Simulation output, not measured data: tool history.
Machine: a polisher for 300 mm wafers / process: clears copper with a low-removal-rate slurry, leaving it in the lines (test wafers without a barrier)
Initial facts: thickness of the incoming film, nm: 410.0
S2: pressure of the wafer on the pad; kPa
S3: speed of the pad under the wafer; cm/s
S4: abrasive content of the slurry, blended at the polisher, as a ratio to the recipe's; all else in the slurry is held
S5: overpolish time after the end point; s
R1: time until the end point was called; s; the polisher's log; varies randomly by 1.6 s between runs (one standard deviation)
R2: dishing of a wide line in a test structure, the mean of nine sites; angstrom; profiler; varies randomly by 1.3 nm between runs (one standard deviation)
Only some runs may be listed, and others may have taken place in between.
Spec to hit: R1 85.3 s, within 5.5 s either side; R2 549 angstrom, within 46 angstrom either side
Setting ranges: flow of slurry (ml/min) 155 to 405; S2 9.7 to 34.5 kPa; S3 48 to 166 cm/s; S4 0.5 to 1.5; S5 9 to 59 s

Run 1, hour 0: flow of slurry (ml/min) 260, S2 22.1 kPa, S3 106 cm/s, S4 1, S5 30 s. Result: R1 124.12 s, R2 453.83 angstrom.
Run 2, hour 5.1: flow of slurry (ml/min) 260, S2 23.4 kPa, S3 106 cm/s, S4 1, S5 29 s. Result: R1 112.91 s, R2 465.33 angstrom.
Run 3, hour 12.6: flow of slurry (ml/min) 260, S2 23.4 kPa, S3 106 cm/s, S4 0.85, S5 29 s. Result: R1 121.93 s, R2 468.26 angstrom.
Run 4, hour 15.4: flow of slurry (ml/min) 260, S2 23.4 kPa, S3 106 cm/s, S4 0.65, S5 29 s. Result: R1 139.03 s, R2 439.7 angstrom.
Run 5, hour 20.6: flow of slurry (ml/min) 260, S2 24.8 kPa, S3 108 cm/s, S4 0.65, S5 28 s. Result: R1 124.72 s, R2 457.45 angstrom.
Run 6, hour 22.9: flow of slurry (ml/min) 260, S2 26.2 kPa, S3 108 cm/s, S4 0.65, S5 28 s. Result: R1 117.48 s, R2 459.38 angstrom.
Run 7, hour 27.3: flow of slurry (ml/min) 260, S2 26.2 kPa, S3 108 cm/s, S4 0.65, S5 28 s. Result: R1 120.95 s, R2 465.27 angstrom.
Run 8, hour 31.7: flow of slurry (ml/min) 260, S2 27.6 kPa, S3 110 cm/s, S4 0.65, S5 28 s. Result: R1 111.14 s, R2 489 angstrom.
At hour 35.2: slurry nozzle cleaned.
Run 9, hour 35.2: flow of slurry (ml/min) 260, S2 28.3 kPa, S3 110 cm/s, S4 0.65, S5 28 s. Result: R1 105.48 s, R2 507.26 angstrom.
Run 10, hour 43.6: flow of slurry (ml/min) 260, S2 29 kPa, S3 110 cm/s, S4 0.65, S5 28 s. Result: R1 107.43 s, R2 499.22 angstrom.

Exercise: of the 4 proposed moves below, exactly one satisfies all targets within the stated allowed misses. Which move is it?
Run A, hour 52: flow of slurry (ml/min) 200, S2 22.8 kPa, S3 104 cm/s, S4 0.65, S5 36 s. Result: R1 ?, R2 ?.
Run B, hour 52: flow of slurry (ml/min) 190, S2 27.6 kPa, S3 134 cm/s, S4 0.8, S5 28 s. Result: R1 ?, R2 ?.
Run C, hour 52: flow of slurry (ml/min) 285, S2 24.8 kPa, S3 88 cm/s, S4 0.7, S5 34 s. Result: R1 ?, R2 ?.
Run D, hour 52: flow of slurry (ml/min) 235, S2 25.5 kPa, S3 106 cm/s, S4 0.7, S5 34 s. Result: R1 ?, R2 ?.

move      R1      R2
   A  139.82  475.88
   B  84.476  553.57
   C  142.12  459.33
   D  117.55  512.62
A: lands further from the targets than the last run did
B: meets every target
C: lands further from the targets than the last run did
D: lands further from the targets than the last run did
Go with B: it meets all targets.
